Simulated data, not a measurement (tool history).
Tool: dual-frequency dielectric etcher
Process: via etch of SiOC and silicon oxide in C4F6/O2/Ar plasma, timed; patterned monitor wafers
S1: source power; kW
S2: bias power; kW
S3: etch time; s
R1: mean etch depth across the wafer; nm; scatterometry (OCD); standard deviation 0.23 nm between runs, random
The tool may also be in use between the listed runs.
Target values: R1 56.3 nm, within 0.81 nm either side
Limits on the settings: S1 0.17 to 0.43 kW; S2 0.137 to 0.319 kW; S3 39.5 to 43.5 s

run 1 hour=0 | S1=0.3 S2=0.228 S3=43.5 | R1=50.332
run 2 hour=7.5 | S1=0.3 S2=0.228 S3=39.5 | R1=45.393
run 3 hour=16.3 | S1=0.3 S2=0.193 S3=39.5 | R1=43.71
run 4 hour=17.1 | S1=0.3 S2=0.193 S3=39.5 | R1=43.573
run 5 hour=24.1 | S1=0.3 S2=0.221 S3=39.5 | R1=45.418
run 6 hour=31.9 | S1=0.3 S2=0.206 S3=39.5 | R1=44.436
run 7 hour=40.7 | S1=0.36 S2=0.252 S3=40.5 | R1=50.379
run 8 hour=46.4 | S1=0.38 S2=0.268 S3=40.5 | R1=52.324
run 9 hour=49.3 | S1=0.39 S2=0.278 S3=40.5 | R1=53.048
run 10 hour=54.8 | S1=0.4 S2=0.286 S3=40.5 | R1=53.943
run 11 hour=63.8 | S1=0.41 S2=0.292 S3=40.5 | R1=54.807
run 12 hour=68.5 | S1=0.41 S2=0.292 S3=40.5 | R1=54.783
run 13 hour=71.1 | S1=0.41 S2=0.292 S3=40.5 | R1=54.804
run 14 hour=75.2 | S1=0.41 S2=0.292 S3=40.5 | R1=54.844
run 15 hour=77.5 | S1=0.42 S2=0.295 S3=40.5 | R1=55.372

Pick the move, out of 5, that brings all results within their allowed miss; only one does.
run A hour=79.8 | S1=0.43 S2=0.268 S3=41 | R1=?
run B hour=79.8 | S1=0.41 S2=0.315 S3=41 | R1=?
run C hour=79.8 | S1=0.43 S2=0.3 S3=39.5 | R1=?
run D hour=79.8 | S1=0.43 S2=0.284 S3=40 | R1=?
run E hour=79.8 | S1=0.43 S2=0.285 S3=39.5 | R1=?

move=A R1=54.861
move=B R1=56.573
move=C R1=54.53
move=D R1=54.381
move=E R1=53.753
A: the biggest miss grows against the last run
B: meets every target
C: the biggest miss grows against the last run
D: the biggest miss grows against the last run
E: the biggest miss grows against the last run
Correct choice: B, which meets every target

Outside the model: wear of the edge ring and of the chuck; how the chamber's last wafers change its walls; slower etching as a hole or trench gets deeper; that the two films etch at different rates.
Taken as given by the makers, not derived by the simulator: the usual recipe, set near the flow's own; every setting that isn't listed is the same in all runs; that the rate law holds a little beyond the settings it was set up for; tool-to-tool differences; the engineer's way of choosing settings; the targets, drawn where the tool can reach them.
